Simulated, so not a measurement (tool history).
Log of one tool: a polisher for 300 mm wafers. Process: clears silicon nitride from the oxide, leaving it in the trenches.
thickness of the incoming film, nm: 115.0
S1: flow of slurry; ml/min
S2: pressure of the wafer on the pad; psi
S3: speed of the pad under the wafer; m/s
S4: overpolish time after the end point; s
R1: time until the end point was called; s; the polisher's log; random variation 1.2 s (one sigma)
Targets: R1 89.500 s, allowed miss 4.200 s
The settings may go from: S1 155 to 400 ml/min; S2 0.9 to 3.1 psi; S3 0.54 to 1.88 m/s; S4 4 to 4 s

{"run": 1, "day": 0.0, "S1": 255, "S2": 2.0, "S3": 1.2, "S4": 4, "R1": 151.72}
{"run": 2, "day": 0.308, "S1": 255, "S2": 1.7, "S3": 1.2, "S4": 4, "R1": 175.67}
{"run": 3, "day": 0.612, "S1": 255, "S2": 2.1, "S3": 1.2, "S4": 4, "R1": 142.83}
{"run": 4, "day": 0.938, "S1": 255, "S2": 2.4, "S3": 1.22, "S4": 4, "R1": 126.81}
{"run": 5, "day": 1.288, "S1": 255, "S2": 2.0, "S3": 1.22, "S4": 4, "R1": 153.94}
{"run": 6, "day": 1.579, "S1": 255, "S2": 2.0, "S3": 1.22, "S4": 4, "R1": 154.52}
{"run": 7, "day": 1.658, "S1": 255, "S2": 2.4, "S3": 1.24, "S4": 4, "R1": 126.46}
{"run": 8, "day": 1.904, "S1": 255, "S2": 2.6, "S3": 1.28, "S4": 4, "R1": 114.3}
{"run": 9, "day": 2.142, "S1": 255, "S2": 2.8, "S3": 1.3, "S4": 4, "R1": 103.28}
{"run": 10, "day": 2.225, "S1": 255, "S2": 2.9, "S3": 1.32, "S4": 4, "R1": 103.05}

Which of these 4 next moves meets every target?
{"run": "A", "day": 2.308, "S1": 185, "S2": 3.1, "S3": 1.72, "S4": 4, "R1": "?"}
{"run": "B", "day": 2.308, "S1": 275, "S2": 2.9, "S3": 1.56, "S4": 4, "R1": "?"}
{"run": "C", "day": 2.308, "S1": 285, "S2": 3.1, "S3": 1.56, "S4": 4, "R1": "?"}
{"run": "D", "day": 2.308, "S1": 315, "S2": 3.1, "S3": 1.62, "S4": 4, "R1": "?"}

move=A R1=80.755
move=B R1=88.361
move=C R1=82.513
move=D R1=79.801
A: takes the result that was furthest off past its target
B: meets every target
C: takes the result that was furthest off past its target
D: takes the result that was furthest off past its target
Move B is the one to make.

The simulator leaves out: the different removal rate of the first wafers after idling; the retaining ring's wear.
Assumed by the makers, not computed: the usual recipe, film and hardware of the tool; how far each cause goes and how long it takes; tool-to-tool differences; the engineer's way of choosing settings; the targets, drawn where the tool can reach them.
